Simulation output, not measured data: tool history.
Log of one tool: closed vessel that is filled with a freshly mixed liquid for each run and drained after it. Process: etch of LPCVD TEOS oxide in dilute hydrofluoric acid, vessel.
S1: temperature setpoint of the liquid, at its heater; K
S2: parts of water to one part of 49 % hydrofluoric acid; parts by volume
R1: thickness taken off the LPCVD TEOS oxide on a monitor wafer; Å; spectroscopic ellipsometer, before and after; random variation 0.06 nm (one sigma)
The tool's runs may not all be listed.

{"run": 1, "day": 0.0, "S1": 293.15, "S2": 220, "time in the liquid (s)": 85, "R1": 143.52}
{"run": 2, "day": 0.229, "S1": 294.65, "S2": 220, "time in the liquid (s)": 85, "R1": 152}
{"run": 3, "day": 0.379, "S1": 292.65, "S2": 220, "time in the liquid (s)": 85, "R1": 141.04}
{"run": 4, "day": 0.717, "S1": 290.15, "S2": 220, "time in the liquid (s)": 85, "R1": 128.2}
{"run": 5, "day": 0.954, "S1": 292.65, "S2": 220, "time in the liquid (s)": 85, "R1": 141.07}
{"run": 6, "day": 1.062, "S1": 292.65, "S2": 220, "time in the liquid (s)": 85, "R1": 140.03}
{"run": 7, "day": 1.3, "S1": 294.65, "S2": 220, "time in the liquid (s)": 85, "R1": 152.13}

The next listed run, before its measurement:
{"run": 8, "day": 1.504, "S1": 295.65, "S2": 220, "time in the liquid (s)": 85, "R1": "?"}

{"run 8": {"R1": 158.11}}
